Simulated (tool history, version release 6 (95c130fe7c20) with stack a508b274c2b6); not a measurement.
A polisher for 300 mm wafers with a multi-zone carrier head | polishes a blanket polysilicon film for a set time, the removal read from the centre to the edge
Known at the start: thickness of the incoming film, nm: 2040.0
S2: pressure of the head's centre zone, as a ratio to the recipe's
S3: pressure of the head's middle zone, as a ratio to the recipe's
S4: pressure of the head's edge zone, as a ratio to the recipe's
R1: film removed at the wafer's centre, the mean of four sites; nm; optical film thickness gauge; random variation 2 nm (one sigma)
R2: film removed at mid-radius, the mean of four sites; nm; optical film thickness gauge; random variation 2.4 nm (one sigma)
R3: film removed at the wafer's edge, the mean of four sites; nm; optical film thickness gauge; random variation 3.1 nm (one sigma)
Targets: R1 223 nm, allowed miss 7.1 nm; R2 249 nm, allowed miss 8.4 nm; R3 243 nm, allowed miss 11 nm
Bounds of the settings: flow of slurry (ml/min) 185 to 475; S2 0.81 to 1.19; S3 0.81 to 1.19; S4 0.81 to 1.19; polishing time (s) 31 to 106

run 1 hour=0 | flow_of_slurry_(ml/min)=305 S2=1 S3=1 S4=1 polishing_time_(s)=68 | R1=431.07 R2=432.69 R3=449.7
run 2 hour=7.5 | flow_of_slurry_(ml/min)=305 S2=1 S3=1 S4=1 polishing_time_(s)=57 | R1=364.08 R2=358.41 R3=380.92
run 3 hour=16 | flow_of_slurry_(ml/min)=305 S2=1 S3=1 S4=1.08 polishing_time_(s)=57 | R1=360.93 R2=370.94 R3=390.48
run 4 hour=23.3 | flow_of_slurry_(ml/min)=305 S2=1 S3=1.04 S4=1.08 polishing_time_(s)=57 | R1=361.14 R2=370.88 R3=387.68
run 5 hour=30.5 | flow_of_slurry_(ml/min)=300 S2=0.98 S3=1.07 S4=1.05 polishing_time_(s)=51 | R1=318.13 R2=347.24 R3=341.79
run 6 hour=38.6 | flow_of_slurry_(ml/min)=350 S2=0.98 S3=1.07 S4=1.05 polishing_time_(s)=51 | R1=325.46 R2=354.55 R3=346.8
run 7 hour=39.4 | flow_of_slurry_(ml/min)=350 S2=0.97 S3=1.06 S4=1.03 polishing_time_(s)=47 | R1=298.82 R2=321.92 R3=321.99
-- hour=40.5 slurry nozzle cleaned
run 8 hour=40.5 | flow_of_slurry_(ml/min)=350 S2=0.97 S3=1.06 S4=1.03 polishing_time_(s)=47 | R1=307.3 R2=333.31 R3=332.5
run 9 hour=47.7 | flow_of_slurry_(ml/min)=325 S2=0.96 S3=1.06 S4=1.01 polishing_time_(s)=44 | R1=286.35 R2=304.15 R3=300.61
run 10 hour=48.9 | flow_of_slurry_(ml/min)=315 S2=0.93 S3=1.06 S4=1 polishing_time_(s)=42 | R1=262.17 R2=291.88 R3=288.67
run 11 hour=49.5 | flow_of_slurry_(ml/min)=305 S2=0.92 S3=1.06 S4=0.97 polishing_time_(s)=41 | R1=252.15 R2=282.28 R3=274.64
run 12 hour=56.7 | flow_of_slurry_(ml/min)=290 S2=0.91 S3=1.05 S4=0.95 polishing_time_(s)=41 | R1=243.9 R2=279.27 R3=274.35
run 13 hour=59.6 | flow_of_slurry_(ml/min)=285 S2=0.91 S3=1.05 S4=0.93 polishing_time_(s)=40 | R1=235.35 R2=276.33 R3=256.77
run 14 hour=62.9 | flow_of_slurry_(ml/min)=275 S2=0.91 S3=1.03 S4=0.92 polishing_time_(s)=40 | R1=243.97 R2=265.42 R3=258.6
run 15 hour=70.1 | flow_of_slurry_(ml/min)=260 S2=0.85 S3=1.02 S4=0.88 polishing_time_(s)=36 | R1=195.26 R2=243.12 R3=223.9
run 16 hour=71.8 | flow_of_slurry_(ml/min)=345 S2=0.89 S3=1.01 S4=0.93 polishing_time_(s)=36 | R1=216.01 R2=244.18 R3=236.12
run 17 hour=79.6 | flow_of_slurry_(ml/min)=345 S2=0.89 S3=1.01 S4=0.94 polishing_time_(s)=36 | R1=219.47 R2=241.28 R3=241.81
run 18 hour=82.6 | flow_of_slurry_(ml/min)=345 S2=0.89 S3=1.02 S4=0.94 polishing_time_(s)=36 | R1=215.39 R2=246.13 R3=242.54

5 next moves are on the table. One of them brings every result within its allowed miss. Which?
run A hour=85.6 | flow_of_slurry_(ml/min)=460 S2=0.92 S3=1.04 S4=0.97 polishing_time_(s)=35 | R1=? R2=? R3=?
run B hour=85.6 | flow_of_slurry_(ml/min)=355 S2=0.87 S3=1.02 S4=0.96 polishing_time_(s)=35 | R1=? R2=? R3=?
run C hour=85.6 | flow_of_slurry_(ml/min)=360 S2=0.95 S3=0.97 S4=0.89 polishing_time_(s)=36 | R1=? R2=? R3=?
run D hour=85.6 | flow_of_slurry_(ml/min)=290 S2=0.93 S3=0.96 S4=0.92 polishing_time_(s)=36 | R1=? R2=? R3=?
run E hour=85.6 | flow_of_slurry_(ml/min)=310 S2=0.97 S3=1.06 S4=0.89 polishing_time_(s)=34 | R1=? R2=? R3=?

move=A R1=220.05 R2=245.72 R3=237.88
move=B R1=203.8 R2=237.35 R3=233.41
move=C R1=229.27 R2=234.18 R3=232.14
move=D R1=219.8 R2=227.85 R3=232.35
move=E R1=218.22 R2=235.4 R3=216.86
A: meets every target
B: further off than the last run
C: brings the result that was furthest off to its target, and leaves another outside
D: brings the result that was furthest off to its target, and leaves another outside
E: brings the result that was furthest off to its target, and leaves another outside
Answer: A
